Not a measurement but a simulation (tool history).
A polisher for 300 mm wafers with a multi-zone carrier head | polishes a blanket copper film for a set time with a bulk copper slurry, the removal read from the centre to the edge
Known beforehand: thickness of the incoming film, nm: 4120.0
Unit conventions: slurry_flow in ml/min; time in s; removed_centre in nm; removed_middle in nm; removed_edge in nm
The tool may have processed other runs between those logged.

run,hour,slurry_flow,centre_zone,middle_zone,edge_zone,slurry_solids,time,removed_centre,removed_middle,removed_edge
1,0,145,1,1,1,1,89,965.66,988.61,961.39
2,3.7,145,1,1,1,1,73,795.31,800.52,789.89
3,8,145,0.96,1,1,1,73,753.03,807.13,790.56
4,10.6,160,0.96,1,1,1,73,778.95,827.54,814.27
5,16,160,0.96,1,1,0.85,73,752.01,783.7,793.68
6,17.4,170,0.96,1.02,1.03,0.9,74,786,835.87,801.87

Expected results for the next run?
7,22.8,170,0.95,1.02,1.03,1,76,?,?,?

removed_centre: 820.52 nm
removed_middle: 872.45 nm
removed_edge: 843.24 nm
